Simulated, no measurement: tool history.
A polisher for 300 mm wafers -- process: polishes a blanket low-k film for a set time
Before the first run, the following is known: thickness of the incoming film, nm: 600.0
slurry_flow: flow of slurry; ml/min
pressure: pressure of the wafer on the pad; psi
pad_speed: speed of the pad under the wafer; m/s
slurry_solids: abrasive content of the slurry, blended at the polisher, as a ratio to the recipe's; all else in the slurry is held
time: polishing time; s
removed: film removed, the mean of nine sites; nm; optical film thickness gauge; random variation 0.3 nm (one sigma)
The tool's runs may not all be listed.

{"run": 1, "hour": 0.0, "slurry_flow": 230, "pressure": 1.7, "pad_speed": 1.28, "slurry_solids": 1.0, "time": 60, "removed": 22.267}
{"run": 2, "hour": 1.2, "slurry_flow": 235, "pressure": 1.9, "pad_speed": 1.28, "slurry_solids": 1.0, "time": 60, "removed": 24.875}
{"run": 3, "hour": 3.8, "slurry_flow": 240, "pressure": 2.1, "pad_speed": 1.28, "slurry_solids": 1.0, "time": 60, "removed": 27.222}
{"run": 4, "hour": 5.0, "slurry_flow": 240, "pressure": 2.3, "pad_speed": 1.3, "slurry_solids": 1.0, "time": 60, "removed": 30.405}
{"run": 5, "hour": 7.1, "slurry_flow": 240, "pressure": 1.9, "pad_speed": 1.3, "slurry_solids": 1.0, "time": 60, "removed": 25.469}
{"run": 6, "hour": 7.7, "slurry_flow": 260, "pressure": 2.1, "pad_speed": 1.3, "slurry_solids": 1.0, "time": 60, "removed": 27.858}

Run 7 comes next. What will it give?
{"run": 7, "hour": 16.0, "slurry_flow": 260, "pressure": 2.3, "pad_speed": 1.3, "slurry_solids": 1.0, "time": 60, "removed": "?"}

removed: 30.808 nm
